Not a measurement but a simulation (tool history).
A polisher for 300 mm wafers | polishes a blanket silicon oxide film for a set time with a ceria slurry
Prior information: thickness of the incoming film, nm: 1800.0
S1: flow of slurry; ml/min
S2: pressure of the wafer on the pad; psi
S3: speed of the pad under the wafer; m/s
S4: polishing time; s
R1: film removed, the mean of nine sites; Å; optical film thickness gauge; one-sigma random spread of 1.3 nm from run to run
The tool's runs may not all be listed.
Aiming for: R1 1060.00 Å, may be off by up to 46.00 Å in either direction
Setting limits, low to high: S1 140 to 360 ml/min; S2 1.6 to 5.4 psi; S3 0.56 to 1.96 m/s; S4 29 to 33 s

run 1 hour=0.0 | S1=230 S2=3.5 S3=1.26 S4=33 | R1=1851.10
run 2 hour=2.6 | S1=230 S2=3.5 S3=1.26 S4=29 | R1=1641.60
run 3 hour=5.0 | S1=230 S2=3.0 S3=1.24 S4=29 | R1=1422.70
run 4 hour=6.5 | S1=270 S2=3.0 S3=1.24 S4=29 | R1=1440.40
run 5 hour=14.9 | S1=295 S2=3.0 S3=1.24 S4=29 | R1=1439.80
run 6 hour=17.3 | S1=295 S2=2.7 S3=1.24 S4=29 | R1=1314.20
run 7 hour=22.8 | S1=295 S2=2.7 S3=1.24 S4=29 | R1=1296.60
run 8 hour=31.3 | S1=295 S2=1.9 S3=1.22 S4=29 | R1=915.11
run 9 hour=32.7 | S1=295 S2=2.0 S3=1.22 S4=29 | R1=954.53
run 10 hour=35.2 | S1=295 S2=2.4 S3=1.22 S4=29 | R1=1133.80

Consider the 5 candidate settings below. Which is the only one whose results all fall within their allowed miss of target?
run A hour=37.7 | S1=280 S2=2.3 S3=1.02 S4=33 | R1=?
run B hour=37.7 | S1=280 S2=1.8 S3=1.26 S4=32 | R1=?
run C hour=37.7 | S1=310 S2=2.2 S3=0.98 S4=31 | R1=?
run D hour=37.7 | S1=305 S2=2.1 S3=1.04 S4=31 | R1=?
run E hour=37.7 | S1=180 S2=2.9 S3=1.14 S4=29 | R1=?

move=A R1=1039.10
move=B R1=982.58
move=C R1=908.49
move=D R1=919.64
move=E R1=1210.40
A: all results land within tolerance of their targets
B: the result that was furthest off in the last run now lies on the other side of its target
C: the result that was furthest off in the last run now lies on the other side of its target
D: the result that was furthest off in the last run now lies on the other side of its target
E: its largest miss is bigger than the last run's
Go with A: it meets all targets.

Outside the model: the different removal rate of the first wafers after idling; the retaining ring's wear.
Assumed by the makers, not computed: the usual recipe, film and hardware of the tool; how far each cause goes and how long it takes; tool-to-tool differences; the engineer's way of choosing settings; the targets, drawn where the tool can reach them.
